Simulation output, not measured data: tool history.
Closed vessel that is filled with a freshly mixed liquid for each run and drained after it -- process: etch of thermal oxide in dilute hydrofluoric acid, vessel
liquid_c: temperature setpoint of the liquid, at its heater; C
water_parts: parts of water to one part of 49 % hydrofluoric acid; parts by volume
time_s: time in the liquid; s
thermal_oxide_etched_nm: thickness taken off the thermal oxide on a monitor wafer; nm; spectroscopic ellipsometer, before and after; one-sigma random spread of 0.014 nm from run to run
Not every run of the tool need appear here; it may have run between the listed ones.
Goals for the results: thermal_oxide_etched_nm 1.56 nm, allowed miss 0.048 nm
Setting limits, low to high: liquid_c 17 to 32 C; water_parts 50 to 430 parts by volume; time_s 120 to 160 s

run,hour,liquid_c,water_parts,time_s,thermal_oxide_etched_nm
1,0,24,240,160,2.741
2,4.8,24,240,120,2.04
3,8.8,22,245,120,1.8454
4,16.1,22,245,160,2.4456
5,18.9,21,265,160,2.1709
6,24.8,20,285,160,1.9068
7,26.9,19.5,295,160,1.7651
8,32.3,19,300,160,1.7016
9,38.4,18.5,305,160,1.6601
10,39.7,18,305,160,1.6223

Below are 5 possible settings for the next run. Only one of them brings all results inside the allowed miss of their targets. Which is it?
A,41,20.5,325,140,?
B,41,17,310,150,?
C,41,17.5,280,130,?
D,41,21.5,315,140,?
E,41,20,355,160,?

move,thermal_oxide_etched_nm
A,1.4421
B,1.4428
C,1.447
D,1.5558
E,1.4441
A: takes the biggest miss from the last run beyond its target
B: takes the biggest miss from the last run beyond its target
C: takes the biggest miss from the last run beyond its target
D: in spec on every target
E: takes the biggest miss from the last run beyond its target
Correct choice: D, which meets every target

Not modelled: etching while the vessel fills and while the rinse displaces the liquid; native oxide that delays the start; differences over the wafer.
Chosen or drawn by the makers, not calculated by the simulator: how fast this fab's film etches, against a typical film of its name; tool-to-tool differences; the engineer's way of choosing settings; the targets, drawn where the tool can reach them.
